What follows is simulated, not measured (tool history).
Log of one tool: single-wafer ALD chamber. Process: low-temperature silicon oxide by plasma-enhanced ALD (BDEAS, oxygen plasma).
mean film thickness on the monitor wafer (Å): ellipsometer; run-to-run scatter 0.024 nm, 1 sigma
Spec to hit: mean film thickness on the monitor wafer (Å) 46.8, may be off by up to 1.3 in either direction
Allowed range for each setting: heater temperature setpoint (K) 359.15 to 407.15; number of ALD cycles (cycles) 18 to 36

| run | hour | heater temperature setpoint (K) | number of ALD cycles (cycles) | mean film thickness on the monitor wafer (Å) |
|---|---|---|---|---|
| 1 | 0 | 383.15 | 27 | 37.501 |
| 2 | 4.5 | 383.15 | 25 | 34.48 |
| 3 | 13.4 | 383.15 | 23 | 32.138 |
| 4 | 18.5 | 383.15 | 22 | 30.637 |
| 5 | 21.4 | 382.15 | 25 | 34.426 |
| 6 | 29.5 | 382.15 | 27 | 37.652 |
| 7 | 31.4 | 382.15 | 27 | 37.406 |
| 8 | 36.4 | 382.15 | 28 | 39.009 |
| 9 | 38.9 | 380.15 | 32 | 44.77 |

4 next moves are on the table. One of them brings every result within its allowed miss. Which?
| A | 41.4 | 363.15 | 35 | ? |
| B | 41.4 | 385.15 | 34 | ? |
| C | 41.4 | 379.15 | 31 | ? |
| D | 41.4 | 384.15 | 31 | ? |

| move | mean film thickness on the monitor wafer (Å) |
|---|---|
| A | 50.955 |
| B | 47.089 |
| C | 43.361 |
| D | 43.005 |
A: moves the result that the last run missed by most past its target, out the other side
B: all results in spec
C: the biggest miss grows against the last run
D: the biggest miss grows against the last run
B meets every target.
